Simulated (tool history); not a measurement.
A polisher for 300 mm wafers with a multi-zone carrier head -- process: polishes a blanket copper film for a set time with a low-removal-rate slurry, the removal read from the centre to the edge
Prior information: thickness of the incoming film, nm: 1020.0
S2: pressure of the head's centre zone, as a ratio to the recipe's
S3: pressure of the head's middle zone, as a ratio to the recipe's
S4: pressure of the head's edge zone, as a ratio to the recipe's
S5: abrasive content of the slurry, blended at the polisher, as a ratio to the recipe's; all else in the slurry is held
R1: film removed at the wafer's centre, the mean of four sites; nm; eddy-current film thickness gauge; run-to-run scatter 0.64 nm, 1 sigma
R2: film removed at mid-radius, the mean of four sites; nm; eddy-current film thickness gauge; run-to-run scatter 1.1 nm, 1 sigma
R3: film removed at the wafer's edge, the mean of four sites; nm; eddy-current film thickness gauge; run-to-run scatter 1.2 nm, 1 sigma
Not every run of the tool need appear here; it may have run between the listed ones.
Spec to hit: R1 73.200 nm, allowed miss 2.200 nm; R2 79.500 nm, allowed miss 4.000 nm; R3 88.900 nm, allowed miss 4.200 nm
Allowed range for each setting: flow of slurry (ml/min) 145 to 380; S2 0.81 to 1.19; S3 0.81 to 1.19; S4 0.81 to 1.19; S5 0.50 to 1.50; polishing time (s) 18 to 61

run 1 hour=0.0 | flow_of_slurry_(ml/min)=245 S2=1.00 S3=1.00 S4=1.00 S5=1.00 polishing_time_(s)=39 | R1=90.469 R2=91.186 R3=90.314
run 2 hour=2.1 | flow_of_slurry_(ml/min)=240 S2=0.98 S3=0.99 S4=1.00 S5=1.00 polishing_time_(s)=39 | R1=89.408 R2=88.657 R3=92.303
run 3 hour=10.4 | flow_of_slurry_(ml/min)=240 S2=0.98 S3=0.99 S4=1.00 S5=0.80 polishing_time_(s)=39 | R1=82.070 R2=82.211 R3=86.449
run 4 hour=13.3 | flow_of_slurry_(ml/min)=235 S2=0.97 S3=0.99 S4=1.00 S5=0.80 polishing_time_(s)=39 | R1=81.347 R2=87.563 R3=83.364
run 5 hour=18.3 | flow_of_slurry_(ml/min)=235 S2=0.96 S3=0.98 S4=1.01 S5=0.80 polishing_time_(s)=39 | R1=80.328 R2=84.003 R3=85.255
run 6 hour=26.5 | flow_of_slurry_(ml/min)=235 S2=0.95 S3=0.97 S4=1.02 S5=0.80 polishing_time_(s)=39 | R1=80.329 R2=84.469 R3=86.328
run 7 hour=29.8 | flow_of_slurry_(ml/min)=235 S2=0.94 S3=0.96 S4=1.03 S5=0.80 polishing_time_(s)=39 | R1=78.643 R2=82.500 R3=87.456
run 8 hour=35.2 | flow_of_slurry_(ml/min)=235 S2=0.93 S3=0.96 S4=1.03 S5=0.80 polishing_time_(s)=39 | R1=76.571 R2=82.890 R3=86.992
run 9 hour=43.6 | flow_of_slurry_(ml/min)=230 S2=0.91 S3=0.93 S4=1.04 S5=0.80 polishing_time_(s)=39 | R1=76.791 R2=80.353 R3=88.190

5 next moves are on the table. One of them brings every result within its allowed miss. Which?
run A hour=52.0 | flow_of_slurry_(ml/min)=265 S2=0.91 S3=0.95 S4=1.18 S5=0.50 polishing_time_(s)=45 | R1=? R2=? R3=?
run B hour=52.0 | flow_of_slurry_(ml/min)=210 S2=0.95 S3=0.97 S4=0.93 S5=0.95 polishing_time_(s)=37 | R1=? R2=? R3=?
run C hour=52.0 | flow_of_slurry_(ml/min)=235 S2=1.00 S3=0.89 S4=1.06 S5=0.60 polishing_time_(s)=42 | R1=? R2=? R3=?
run D hour=52.0 | flow_of_slurry_(ml/min)=240 S2=0.93 S3=0.92 S4=1.00 S5=0.85 polishing_time_(s)=38 | R1=? R2=? R3=?
run E hour=52.0 | flow_of_slurry_(ml/min)=240 S2=0.94 S3=0.83 S4=1.03 S5=0.90 polishing_time_(s)=38 | R1=? R2=? R3=?

move=A R1=73.183 R2=78.550 R3=88.324
move=B R1=78.279 R2=82.155 R3=81.337
move=C R1=80.466 R2=74.511 R3=84.175
move=D R1=77.444 R2=79.305 R3=84.580
move=E R1=79.759 R2=74.256 R3=87.577
A: each result inside its tolerance
B: misses by more than the last run did
C: misses by more than the last run did
D: misses by more than the last run did
E: misses by more than the last run did
Correct choice: A, which meets every target
